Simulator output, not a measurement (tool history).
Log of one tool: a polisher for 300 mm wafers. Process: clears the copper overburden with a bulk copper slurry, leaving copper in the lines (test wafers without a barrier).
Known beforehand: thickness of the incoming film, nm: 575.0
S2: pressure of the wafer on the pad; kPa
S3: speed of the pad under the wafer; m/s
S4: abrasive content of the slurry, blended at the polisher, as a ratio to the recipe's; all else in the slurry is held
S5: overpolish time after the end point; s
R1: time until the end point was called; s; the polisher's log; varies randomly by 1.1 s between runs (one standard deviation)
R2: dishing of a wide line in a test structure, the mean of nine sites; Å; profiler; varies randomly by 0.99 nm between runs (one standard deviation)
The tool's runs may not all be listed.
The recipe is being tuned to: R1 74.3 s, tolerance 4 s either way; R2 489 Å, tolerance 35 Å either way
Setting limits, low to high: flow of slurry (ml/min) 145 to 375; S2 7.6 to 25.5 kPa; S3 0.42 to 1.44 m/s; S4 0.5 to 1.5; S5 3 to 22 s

Run 1, day 0: flow of slurry (ml/min) 240, S2 16.5 kPa, S3 0.92 m/s, S4 1, S5 11 s. Result: R1 96.542 s, R2 387.72 Å.
Run 2, day 0.054: flow of slurry (ml/min) 240, S2 17.2 kPa, S3 0.92 m/s, S4 1, S5 11 s. Result: R1 91.187 s, R2 398.12 Å.
Run 3, day 0.121: flow of slurry (ml/min) 240, S2 17.9 kPa, S3 0.92 m/s, S4 1, S5 11 s. Result: R1 89.212 s, R2 406.45 Å.
Run 4, day 0.229: flow of slurry (ml/min) 240, S2 17.9 kPa, S3 0.92 m/s, S4 1.2, S5 11 s. Result: R1 83.437 s, R2 431.19 Å.
Run 5, day 0.525: flow of slurry (ml/min) 240, S2 18.6 kPa, S3 0.92 m/s, S4 1.2, S5 11 s. Result: R1 83.511 s, R2 422.42 Å.
Run 6, day 0.654: flow of slurry (ml/min) 240, S2 18.6 kPa, S3 0.92 m/s, S4 1.2, S5 7 s. Result: R1 79.343 s, R2 321.58 Å.
Run 7, day 0.721: flow of slurry (ml/min) 240, S2 18.6 kPa, S3 0.92 m/s, S4 1.2, S5 8 s. Result: R1 79.769 s, R2 345.33 Å.
Run 8, day 1.079: flow of slurry (ml/min) 240, S2 18.6 kPa, S3 0.92 m/s, S4 1.2, S5 9 s. Result: R1 78.987 s, R2 370.1 Å.
Run 9, day 1.142: flow of slurry (ml/min) 240, S2 18.6 kPa, S3 0.92 m/s, S4 1.2, S5 10 s. Result: R1 81.103 s, R2 397 Å.
Run 10, day 1.446: flow of slurry (ml/min) 240, S2 19.3 kPa, S3 0.92 m/s, S4 1.2, S5 11 s. Result: R1 79.28 s, R2 449.97 Å.

Pick the move, out of 5, that brings all results within their allowed miss; only one does.
Run A, day 1.75: flow of slurry (ml/min) 235, S2 17.2 kPa, S3 0.96 m/s, S4 1.3, S5 10 s. Result: R1 ?, R2 ?.
Run B, day 1.75: flow of slurry (ml/min) 240, S2 18.6 kPa, S3 0.94 m/s, S4 1.1, S5 10 s. Result: R1 ?, R2 ?.
Run C, day 1.75: flow of slurry (ml/min) 225, S2 20.7 kPa, S3 0.94 m/s, S4 1.15, S5 12 s. Result: R1 ?, R2 ?.
Run D, day 1.75: flow of slurry (ml/min) 230, S2 18.6 kPa, S3 0.9 m/s, S4 1, S5 17 s. Result: R1 ?, R2 ?.
Run E, day 1.75: flow of slurry (ml/min) 220, S2 20 kPa, S3 1.06 m/s, S4 1.15, S5 8 s. Result: R1 ?, R2 ?.

move      R1      R2
   A   84.17  388.55
   B  82.504  396.23
   C   74.26  482.31
   D  88.258  528.76
   E   68.47  388.13
A: lands further from the targets than the last run did
B: lands further from the targets than the last run did
C: every result lands within tolerance
D: lands further from the targets than the last run did
E: pushes the last run's worst result past its target
The right move is C.
